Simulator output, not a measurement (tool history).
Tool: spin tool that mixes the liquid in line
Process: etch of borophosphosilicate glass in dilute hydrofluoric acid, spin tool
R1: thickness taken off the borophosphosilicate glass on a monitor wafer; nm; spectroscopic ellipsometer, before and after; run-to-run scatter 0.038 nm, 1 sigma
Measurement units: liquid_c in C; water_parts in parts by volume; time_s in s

Run 1, hour 0: liquid_c 23 C, water_parts 245 parts by volume, time_s 20 s. Result: R1 6.071 nm.
Run 2, hour 3.7: liquid_c 24 C, water_parts 245 parts by volume, time_s 20 s. Result: R1 6.2102 nm.
Run 3, hour 7.8: liquid_c 22 C, water_parts 250 parts by volume, time_s 20 s. Result: R1 5.6005 nm.
Run 4, hour 11.4: liquid_c 21 C, water_parts 250 parts by volume, time_s 20 s. Result: R1 5.4516 nm.
Run 5, hour 16.9: liquid_c 21 C, water_parts 335 parts by volume, time_s 20 s. Result: R1 3.77 nm.
Run 6, hour 20.8: liquid_c 18.5 C, water_parts 335 parts by volume, time_s 20 s. Result: R1 3.4464 nm.
Run 7, hour 26.8: liquid_c 21.5 C, water_parts 330 parts by volume, time_s 20 s. Result: R1 3.9199 nm.
Run 8, hour 29.3: liquid_c 23.5 C, water_parts 330 parts by volume, time_s 20 s. Result: R1 4.1806 nm.

Run 9 is up next; what results do you expect?
Run 9, hour 32.1: liquid_c 25 C, water_parts 330 parts by volume, time_s 20 s. Result: R1 ?.

{"run 9": {"R1": 4.4196}}

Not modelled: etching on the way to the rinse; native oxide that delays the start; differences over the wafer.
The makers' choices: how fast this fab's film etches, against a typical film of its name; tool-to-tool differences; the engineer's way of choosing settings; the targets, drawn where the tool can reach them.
